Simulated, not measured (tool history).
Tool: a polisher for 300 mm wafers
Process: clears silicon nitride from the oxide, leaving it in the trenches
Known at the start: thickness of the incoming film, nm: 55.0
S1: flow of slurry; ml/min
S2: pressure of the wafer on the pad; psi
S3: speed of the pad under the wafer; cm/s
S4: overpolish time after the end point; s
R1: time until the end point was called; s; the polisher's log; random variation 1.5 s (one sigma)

run	day	S1	S2	S3	S4	R1
1	0.000	215	2.1	86	13	115.930
2	0.292	260	2.1	86	13	113.700
3	0.354	260	2.2	86	13	107.300
4	0.700	260	2.3	86	13	105.610
5	0.946	260	2.4	88	13	98.951
6	1.092	260	2.5	88	13	99.585
7	1.346	260	2.6	90	13	90.586

Forecast run 8:
8	1.600	260	2.7	90	13	?

Run 8 gave R1 89.747 s.

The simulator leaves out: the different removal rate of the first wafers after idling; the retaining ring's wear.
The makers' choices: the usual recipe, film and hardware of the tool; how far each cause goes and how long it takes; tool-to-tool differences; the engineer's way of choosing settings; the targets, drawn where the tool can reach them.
